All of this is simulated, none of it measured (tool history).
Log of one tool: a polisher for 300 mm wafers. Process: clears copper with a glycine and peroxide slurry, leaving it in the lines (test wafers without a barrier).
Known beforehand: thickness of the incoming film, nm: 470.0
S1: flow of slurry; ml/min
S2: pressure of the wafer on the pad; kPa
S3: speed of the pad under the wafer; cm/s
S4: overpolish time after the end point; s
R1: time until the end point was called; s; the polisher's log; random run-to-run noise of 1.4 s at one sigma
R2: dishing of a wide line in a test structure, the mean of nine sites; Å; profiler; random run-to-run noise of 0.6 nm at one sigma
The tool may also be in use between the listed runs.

run  hour   S1    S2   S3  S4      R1      R2
  1     0  185  15.9  124  18  82.874  668.22
  2   0.9  185  15.9  124  12  83.975  491.72
  3   9.7  185  17.9  124  12  75.665   548.7
  4  12.5  185  17.2  122  13  79.788   557.5
  5    17  185  17.2  122   5  78.445  242.63
  6  22.3  145  17.2  122   5  82.332  238.34
  7  23.2  145  17.2  120   6  81.275  279.17
  8  30.6  145  17.2  116   7  86.126  316.63
  9  36.7  145  17.9  110   7  86.661  306.37
 10  40.2  145  17.9  106   8  88.612  335.87
     48.4  -- slurry nozzle cleaned
 11  48.4  150  17.9  102   8  86.221  344.23
 12  50.7  150  17.9  102   8  88.593  344.25

Run 13 has not been measured yet. What should we expect?
 13  54.1  150  17.9  98   8   ?   ?

Run 13 measured R1 91.085 s, R2 326.85 Å.
